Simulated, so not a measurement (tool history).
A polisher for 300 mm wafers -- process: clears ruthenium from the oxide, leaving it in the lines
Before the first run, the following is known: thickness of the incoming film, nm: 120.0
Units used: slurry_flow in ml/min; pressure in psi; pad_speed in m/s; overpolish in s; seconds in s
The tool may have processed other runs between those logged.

run 1 hour=0 | slurry_flow=275 pressure=2 pad_speed=1.14 overpolish=13 | seconds=78.01
run 2 hour=1.1 | slurry_flow=275 pressure=1.9 pad_speed=1.14 overpolish=13 | seconds=80.856
run 3 hour=4.2 | slurry_flow=325 pressure=1.9 pad_speed=1.14 overpolish=13 | seconds=78.325
run 4 hour=4.9 | slurry_flow=315 pressure=1.8 pad_speed=1.14 overpolish=13 | seconds=81.258
run 5 hour=7.1 | slurry_flow=315 pressure=1.8 pad_speed=1.14 overpolish=14 | seconds=83.656
run 6 hour=12.7 | slurry_flow=315 pressure=1.8 pad_speed=1.14 overpolish=14 | seconds=83.291
-- hour=18.5 slurry nozzle cleaned
run 7 hour=18.5 | slurry_flow=310 pressure=1.8 pad_speed=1.14 overpolish=14 | seconds=80.587

Expected results for the next run?
run 8 hour=23.5 | slurry_flow=310 pressure=1.5 pad_speed=1.12 overpolish=14 | seconds=?

{"run 8": {"seconds": 97.957}}

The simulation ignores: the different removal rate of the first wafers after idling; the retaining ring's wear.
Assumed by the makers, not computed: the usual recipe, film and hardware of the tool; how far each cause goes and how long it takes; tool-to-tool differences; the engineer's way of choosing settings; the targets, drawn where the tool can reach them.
